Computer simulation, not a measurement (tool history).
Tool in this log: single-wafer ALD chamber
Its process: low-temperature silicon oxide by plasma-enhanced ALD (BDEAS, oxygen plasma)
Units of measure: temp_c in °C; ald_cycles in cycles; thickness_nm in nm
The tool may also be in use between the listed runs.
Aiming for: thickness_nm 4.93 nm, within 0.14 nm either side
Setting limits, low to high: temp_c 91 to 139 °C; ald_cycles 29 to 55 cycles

run  hour  temp_c  ald_cycles  thickness_nm
  1     0     115          42        5.8275
  2   1.1     105          42        5.9846
  3   4.5     105          45        6.3746
  4   5.8      95          45        6.5723
  5  12.4      95          49        7.2537
  6  14.6      97          46         6.682
  7  15.4      98          44        6.3905
  8  23.3     100          42         6.089
  9  32.2     102          40         5.739
 10  36.8     103          39        5.5781
 11  39.5     104          38        5.4179
 12  46.6     105          37        5.1978
 13  55.1     106          36        5.1191

Exercise: of the 4 proposed moves below, exactly one satisfies all targets within the stated allowed misses. Which move is it?
  A  63.6     108          35             ?
  B  63.6      91          37             ?
  C  63.6     112          37             ?
  D  63.6     106          37             ?

move  thickness_nm
   A        4.9358
   B        5.5206
   C        5.1743
   D        5.2396
A: hits every target within its allowed miss
B: misses by more than the last run did
C: misses by more than the last run did
D: misses by more than the last run did
Go with A: it meets all targets.

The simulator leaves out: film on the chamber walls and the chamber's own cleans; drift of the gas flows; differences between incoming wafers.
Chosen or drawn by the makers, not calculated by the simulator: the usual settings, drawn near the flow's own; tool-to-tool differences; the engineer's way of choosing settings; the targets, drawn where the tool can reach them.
